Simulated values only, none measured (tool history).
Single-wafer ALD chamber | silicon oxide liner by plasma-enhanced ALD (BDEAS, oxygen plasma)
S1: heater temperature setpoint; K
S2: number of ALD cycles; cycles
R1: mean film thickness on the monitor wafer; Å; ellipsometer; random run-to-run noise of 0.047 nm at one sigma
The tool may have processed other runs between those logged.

run 1 hour=0 | S1=583.15 S2=84 | R1=74.538
run 2 hour=5.1 | S1=583.15 S2=87 | R1=77.375
run 3 hour=6 | S1=583.15 S2=90 | R1=79.936
run 4 hour=10.4 | S1=583.15 S2=92 | R1=82.372
run 5 hour=14 | S1=583.15 S2=85 | R1=75.295
run 6 hour=22.8 | S1=583.15 S2=94 | R1=83.877
run 7 hour=29.6 | S1=583.15 S2=95 | R1=84.299
run 8 hour=30.8 | S1=583.15 S2=96 | R1=85.305

Run 9, settings as shown, results not yet in. Your forecast:
run 9 hour=35.7 | S1=583.15 S2=97 | R1=?

{"run 9": {"R1": 86.259}}
